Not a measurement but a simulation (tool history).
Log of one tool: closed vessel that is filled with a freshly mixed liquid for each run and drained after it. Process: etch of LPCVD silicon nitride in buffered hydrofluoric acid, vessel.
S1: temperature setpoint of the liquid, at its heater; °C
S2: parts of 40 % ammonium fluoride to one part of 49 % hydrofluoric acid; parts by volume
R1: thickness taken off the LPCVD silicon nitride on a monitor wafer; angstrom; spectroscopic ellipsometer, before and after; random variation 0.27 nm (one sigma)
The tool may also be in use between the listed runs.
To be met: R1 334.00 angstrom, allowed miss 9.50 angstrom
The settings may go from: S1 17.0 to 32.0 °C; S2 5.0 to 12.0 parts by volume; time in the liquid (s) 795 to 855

{"run": 1, "hour": 0.0, "S1": 24.0, "S2": 7.0, "time in the liquid (s)": 795, "R1": 158.73}
{"run": 2, "hour": 1.9, "S1": 26.5, "S2": 6.5, "time in the liquid (s)": 805, "R1": 202.45}
{"run": 3, "hour": 6.1, "S1": 26.5, "S2": 5.0, "time in the liquid (s)": 805, "R1": 251.21}
{"run": 4, "hour": 7.8, "S1": 29.0, "S2": 5.0, "time in the liquid (s)": 805, "R1": 288.34}
{"run": 5, "hour": 13.5, "S1": 29.0, "S2": 6.0, "time in the liquid (s)": 805, "R1": 251.8}
{"run": 6, "hour": 15.2, "S1": 29.0, "S2": 5.0, "time in the liquid (s)": 805, "R1": 287.98}
{"run": 7, "hour": 20.5, "S1": 30.0, "S2": 5.0, "time in the liquid (s)": 805, "R1": 307.21}
{"run": 8, "hour": 21.7, "S1": 30.5, "S2": 5.0, "time in the liquid (s)": 805, "R1": 316.56}
{"run": 9, "hour": 28.6, "S1": 31.0, "S2": 5.0, "time in the liquid (s)": 805, "R1": 319.6}

5 next moves are on the table. One of them brings every result within its allowed miss. Which?
{"run": "A", "hour": 35.5, "S1": 30.0, "S2": 5.5, "time in the liquid (s)": 850, "R1": "?"}
{"run": "B", "hour": 35.5, "S1": 30.5, "S2": 5.0, "time in the liquid (s)": 850, "R1": "?"}
{"run": "C", "hour": 35.5, "S1": 29.5, "S2": 5.0, "time in the liquid (s)": 830, "R1": "?"}
{"run": "D", "hour": 35.5, "S1": 31.5, "S2": 5.5, "time in the liquid (s)": 795, "R1": "?"}
{"run": "E", "hour": 35.5, "S1": 32.0, "S2": 6.0, "time in the liquid (s)": 810, "R1": "?"}

move=A R1=294.11
move=B R1=327.22
move=C R1=303.24
move=D R1=297.42
move=E R1=288.45
A: further off than the last run
B: meets every target
C: further off than the last run
D: further off than the last run
E: further off than the last run
Answer: B
